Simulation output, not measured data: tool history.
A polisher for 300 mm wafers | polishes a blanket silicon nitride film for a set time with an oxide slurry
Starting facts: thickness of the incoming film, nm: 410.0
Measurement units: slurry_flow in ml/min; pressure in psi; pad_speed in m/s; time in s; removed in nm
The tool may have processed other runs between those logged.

run,hour,slurry_flow,pressure,pad_speed,slurry_solids,time,removed
1,0.0,205,3.9,1.14,1.00,28,20.492
2,1.6,205,3.9,1.14,1.00,28,20.160
3,6.9,205,3.7,1.14,1.00,28,19.369
4,14.4,205,3.7,1.40,1.00,28,22.758
5,18.9,205,3.7,1.40,0.85,28,21.478
6,24.0,205,3.7,1.40,0.85,28,21.282
7,29.1,205,3.5,1.40,0.85,28,20.455
8,33.9,205,3.3,1.40,0.85,28,19.643
9,38.6,205,3.1,1.40,0.85,28,18.724
10,40.5,205,2.9,1.40,0.85,28,17.862
11,44.2,205,2.8,1.40,0.85,28,17.165
12,47.4,205,2.8,1.40,0.85,28,17.525
13,49.0,205,2.7,1.40,0.85,28,16.676

What will run 14 give?
14,53.8,205,2.6,1.40,0.85,28,?

For run 14 the tool returned removed 16.698 nm.
